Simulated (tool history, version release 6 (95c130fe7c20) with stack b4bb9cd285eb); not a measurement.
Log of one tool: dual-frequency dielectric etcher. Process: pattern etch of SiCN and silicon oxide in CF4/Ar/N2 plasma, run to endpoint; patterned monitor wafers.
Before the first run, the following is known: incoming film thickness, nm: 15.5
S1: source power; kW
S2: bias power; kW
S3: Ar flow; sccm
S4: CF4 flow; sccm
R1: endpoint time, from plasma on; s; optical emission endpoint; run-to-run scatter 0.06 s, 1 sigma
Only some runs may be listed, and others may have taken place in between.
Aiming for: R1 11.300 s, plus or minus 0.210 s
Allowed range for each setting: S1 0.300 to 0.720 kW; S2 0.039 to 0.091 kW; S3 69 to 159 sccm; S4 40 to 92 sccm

run	day	S1	S2	S3	S4	R1
1	0.000	0.510	0.065	114	66	16.990
2	0.317	0.440	0.065	114	66	19.674
3	0.550	0.440	0.065	104	66	19.501
4	0.621	0.440	0.065	121	66	20.189
5	0.825	0.520	0.066	121	66	16.695
6	1.050	0.520	0.070	121	66	16.406
7	1.292	0.620	0.077	117	67	13.120
8	1.512	0.640	0.077	117	67	12.602
9	1.538	0.660	0.077	117	67	12.343
10	1.612	0.670	0.077	117	67	12.034
11	1.933	0.680	0.077	117	67	11.950
12	2.275	0.690	0.077	117	67	11.837
13	2.604	0.700	0.077	117	67	11.586

Which one of the following 4 next-run settings gets every result inside its allowed miss? There is exactly one.
A	2.933	0.720	0.072	124	51	?
B	2.933	0.680	0.075	123	74	?
C	2.933	0.690	0.074	126	85	?
D	2.933	0.700	0.084	138	80	?

move	R1
A	12.001
B	11.934
C	11.675
D	11.239
A: misses by more than the last run did
B: misses by more than the last run did
C: misses by more than the last run did
D: in spec on every target
D meets every target.
